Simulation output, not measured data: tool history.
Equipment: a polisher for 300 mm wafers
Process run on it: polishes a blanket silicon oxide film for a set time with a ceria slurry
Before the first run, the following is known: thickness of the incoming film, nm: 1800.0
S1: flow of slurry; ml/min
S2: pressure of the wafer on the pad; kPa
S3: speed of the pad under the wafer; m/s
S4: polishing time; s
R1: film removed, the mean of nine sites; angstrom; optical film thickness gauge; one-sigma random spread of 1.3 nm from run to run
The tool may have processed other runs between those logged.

run	day	S1	S2	S3	S4	R1
1	0	275	26.2	0.94	40	2349.7
2	0.246	275	23.4	0.94	40	2090.2
3	0.588	275	22.1	0.94	40	1948.4
4	0.775	310	22.1	0.94	40	1987.4
5	1.012	310	20.7	0.94	40	1872.1
6	1.042	310	20	0.94	40	1790.3
7	1.204	310	19.3	0.94	40	1753.8

Predict the results of run 8:
8	1.567	310	18.6	0.94	40	?

{"run 8": {"R1": 1671.6}}
